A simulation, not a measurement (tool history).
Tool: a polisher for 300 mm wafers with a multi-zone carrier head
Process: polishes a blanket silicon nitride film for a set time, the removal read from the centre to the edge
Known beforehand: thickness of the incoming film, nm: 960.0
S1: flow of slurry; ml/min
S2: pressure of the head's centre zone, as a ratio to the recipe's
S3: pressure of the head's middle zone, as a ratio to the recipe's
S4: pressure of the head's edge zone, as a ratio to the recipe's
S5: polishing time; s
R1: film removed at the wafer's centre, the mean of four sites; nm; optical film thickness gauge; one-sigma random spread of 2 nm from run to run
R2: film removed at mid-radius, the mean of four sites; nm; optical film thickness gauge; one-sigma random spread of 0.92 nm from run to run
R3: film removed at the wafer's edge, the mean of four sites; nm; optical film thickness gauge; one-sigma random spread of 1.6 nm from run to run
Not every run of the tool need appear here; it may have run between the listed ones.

| run | hour | S1 | S2 | S3 | S4 | S5 | R1 | R2 | R3 |
|---|---|---|---|---|---|---|---|---|---|
| 1 | 0 | 170 | 1 | 1 | 1 | 50 | 100.33 | 98.302 | 97.201 |
| 2 | 2.3 | 170 | 1 | 1.05 | 1 | 50 | 101.41 | 101.95 | 95.509 |
| 3 | 7.1 | 185 | 1.05 | 1.06 | 1.03 | 54 | 117.85 | 113.5 | 105.35 |
| 4 | 8.9 | 185 | 1.05 | 1.06 | 1.03 | 66 | 142.83 | 138.5 | 131.42 |
| 5 | 14.1 | 200 | 1.08 | 1.06 | 1.04 | 66 | 150.04 | 139.76 | 134.2 |
| 6 | 18.5 | 225 | 1.08 | 1.06 | 1.04 | 66 | 150.88 | 141.21 | 137.54 |

Forecast run 7:
| 7 | 21.5 | 225 | 1.11 | 1.07 | 1.04 | 66 | ? | ? | ? |

{"run 7": {"R1": 155.22, "R2": 143.07, "R3": 133.42}}
